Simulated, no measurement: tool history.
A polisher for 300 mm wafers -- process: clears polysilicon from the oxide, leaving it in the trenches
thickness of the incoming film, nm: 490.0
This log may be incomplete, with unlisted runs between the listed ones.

| run | hour | flow of slurry (ml/min) | pressure of the wafer on the pad (kPa) | speed of the pad under the wafer (cm/s) | overpolish time after the end point (s) | time until the end point was called (s) | dishing of a wide line in a test structure (nm) |
|---|---|---|---|---|---|---|---|
| 1 | 0.0 | 310 | 22.8 | 92 | 12 | 33.950 | 69.225 |
| 2 | 2.6 | 310 | 24.1 | 92 | 12 | 32.813 | 74.751 |
| 3 | 3.3 | 310 | 25.5 | 92 | 11 | 30.541 | 73.512 |
| 4 | 5.5 | 310 | 25.5 | 92 | 13 | 30.838 | 76.461 |
| 5 | 12.8 | 365 | 25.5 | 92 | 13 | 30.457 | 76.900 |
| 6 | 19.7 | 365 | 26.2 | 92 | 13 | 29.556 | 80.143 |

Run 7 is up next; what results do you expect?
| 7 | 26.9 | 365 | 26.9 | 92 | 12 | ? | ? |

Run 7 came out at time until the end point was called (s) 28.887, dishing of a wide line in a test structure (nm) 76.416.
